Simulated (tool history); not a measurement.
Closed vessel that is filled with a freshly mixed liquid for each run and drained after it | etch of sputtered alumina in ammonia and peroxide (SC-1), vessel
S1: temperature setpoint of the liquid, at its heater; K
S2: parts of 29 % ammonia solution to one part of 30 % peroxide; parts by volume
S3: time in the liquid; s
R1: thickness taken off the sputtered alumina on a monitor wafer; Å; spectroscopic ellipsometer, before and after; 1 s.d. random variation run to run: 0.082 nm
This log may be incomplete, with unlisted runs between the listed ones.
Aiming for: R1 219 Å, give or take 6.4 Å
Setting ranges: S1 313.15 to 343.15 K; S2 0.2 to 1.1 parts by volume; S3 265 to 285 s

run	day	S1	S2	S3	R1
1	0	329.15	0.6	265	284.35
2	0.092	325.15	0.6	265	229.47
3	0.133	330.15	0.6	265	299.3
4	0.221	328.15	0.6	265	269.59
5	0.538	321.15	0.6	265	184.4
6	0.629	322.15	0.6	265	195.04
7	0.971	322.65	0.6	265	200.42
8	1.083	323.15	0.6	265	205.98
9	1.354	323.65	0.6	265	211.81

Below are 5 possible settings for the next run. Only one of them brings all results inside the allowed miss of their targets. Which is it?
A	1.625	322.15	0.7	270	?
B	1.625	323.65	0.45	265	?
C	1.625	321.15	0.75	280	?
D	1.625	322.65	0.75	265	?
E	1.625	324.65	0.5	265	?

move	R1
A	202.05
B	206.53
C	199.52
D	205.21
E	220.33
A: moves away from the targets compared with the last run
B: moves away from the targets compared with the last run
C: moves away from the targets compared with the last run
D: moves away from the targets compared with the last run
E: meets every target
The move that meets every target is E.
